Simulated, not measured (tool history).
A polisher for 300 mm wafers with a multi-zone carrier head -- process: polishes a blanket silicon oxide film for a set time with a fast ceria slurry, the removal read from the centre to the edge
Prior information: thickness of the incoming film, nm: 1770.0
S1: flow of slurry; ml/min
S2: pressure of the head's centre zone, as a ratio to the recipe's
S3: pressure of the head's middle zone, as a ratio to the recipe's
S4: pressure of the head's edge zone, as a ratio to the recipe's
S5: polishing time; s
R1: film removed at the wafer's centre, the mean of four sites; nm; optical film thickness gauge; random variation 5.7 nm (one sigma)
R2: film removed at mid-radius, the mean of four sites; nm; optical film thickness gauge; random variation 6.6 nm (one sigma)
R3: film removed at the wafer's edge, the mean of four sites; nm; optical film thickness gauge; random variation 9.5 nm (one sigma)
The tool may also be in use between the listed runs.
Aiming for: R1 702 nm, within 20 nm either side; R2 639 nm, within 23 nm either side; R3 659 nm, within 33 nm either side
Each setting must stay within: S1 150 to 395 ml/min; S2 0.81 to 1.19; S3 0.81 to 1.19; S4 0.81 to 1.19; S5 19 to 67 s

run	hour	S1	S2	S3	S4	S5	R1	R2	R3
1	0	250	1	1	1	43	541.36	546.71	520.95
2	3.7	250	0.92	1	1	43	509.7	556.24	513.65
3	10.8	250	0.92	0.97	1	43	503.53	537.3	523.84
4	13.9	255	0.94	0.97	1.01	44	535.53	551.45	536.24
5	22.3	260	0.95	0.97	1.02	45	544.2	563.29	561.37
6	26.4	260	0.95	0.97	1.02	51	620.08	643.41	615.86
7	28.4	265	0.96	0.97	1.02	51	619.12	642.43	618.6
8	33	265	0.97	0.97	1.02	51	626.28	645.08	603.68
9	41.8	265	0.98	0.97	1.03	51	633.07	642.12	623.52

5 next moves are on the table. One of them brings every result within its allowed miss. Which?
A	50.6	295	1.09	0.98	0.96	56	?	?	?
B	50.6	315	1.14	0.99	0.87	49	?	?	?
C	50.6	280	1.07	1.04	0.88	53	?	?	?
D	50.6	265	0.99	0.85	0.89	56	?	?	?
E	50.6	280	1.11	0.96	0.92	51	?	?	?

move	R1	R2	R3
A	758.63	718.04	667.21
B	691.84	637.53	560.39
C	704.17	711.07	603.65
D	696.26	631.34	639.97
E	696.53	639.4	593.46
A: carries the result that was furthest off beyond its target, to the other side
B: brings the last run's worst result on target, with another outside its allowed miss
C: brings the last run's worst result on target, with another outside its allowed miss
D: every result lands within tolerance
E: brings the last run's worst result on target, with another outside its allowed miss
So the answer is move D, the one that meets all the targets.
